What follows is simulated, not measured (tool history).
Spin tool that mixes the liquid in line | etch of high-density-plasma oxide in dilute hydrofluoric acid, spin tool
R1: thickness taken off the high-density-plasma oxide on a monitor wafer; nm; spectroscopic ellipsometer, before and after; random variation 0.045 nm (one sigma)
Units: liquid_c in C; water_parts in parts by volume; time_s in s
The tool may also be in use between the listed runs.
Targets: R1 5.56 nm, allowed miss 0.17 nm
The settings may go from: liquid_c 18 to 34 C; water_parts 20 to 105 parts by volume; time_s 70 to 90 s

{"run": 1, "hour": 0.0, "liquid_c": 26, "water_parts": 55, "time_s": 90, "R1": 8.8673}
{"run": 2, "hour": 0.7, "liquid_c": 26, "water_parts": 55, "time_s": 90, "R1": 8.7393}
{"run": 3, "hour": 1.6, "liquid_c": 29, "water_parts": 55, "time_s": 90, "R1": 9.9129}
{"run": 4, "hour": 3.7, "liquid_c": 32, "water_parts": 55, "time_s": 90, "R1": 11.357}
{"run": 5, "hour": 12.7, "liquid_c": 32, "water_parts": 55, "time_s": 90, "R1": 11.196}
{"run": 6, "hour": 18.4, "liquid_c": 32, "water_parts": 55, "time_s": 70, "R1": 8.7394}
{"run": 7, "hour": 21.4, "liquid_c": 30, "water_parts": 55, "time_s": 70, "R1": 8.1097}
{"run": 8, "hour": 25.6, "liquid_c": 26, "water_parts": 60, "time_s": 70, "R1": 6.2923}
{"run": 9, "hour": 29.1, "liquid_c": 25.5, "water_parts": 60, "time_s": 70, "R1": 6.1327}
{"run": 10, "hour": 32.6, "liquid_c": 25, "water_parts": 60, "time_s": 70, "R1": 6.0411}
{"run": 11, "hour": 37.1, "liquid_c": 24.5, "water_parts": 60, "time_s": 70, "R1": 5.9676}

4 next moves are on the table. One of them brings every result within its allowed miss. Which?
{"run": "A", "hour": 41.6, "liquid_c": 22.5, "water_parts": 75, "time_s": 85, "R1": "?"}
{"run": "B", "hour": 41.6, "liquid_c": 24, "water_parts": 60, "time_s": 80, "R1": "?"}
{"run": "C", "hour": 41.6, "liquid_c": 25.5, "water_parts": 80, "time_s": 80, "R1": "?"}
{"run": "D", "hour": 41.6, "liquid_c": 25, "water_parts": 65, "time_s": 70, "R1": "?"}

move=A R1=5.1821
move=B R1=6.6065
move=C R1=5.1271
move=D R1=5.5205
A: takes the result that was furthest off past its target
B: further off than the last run
C: takes the result that was furthest off past its target
D: meets every target
The right move is D.
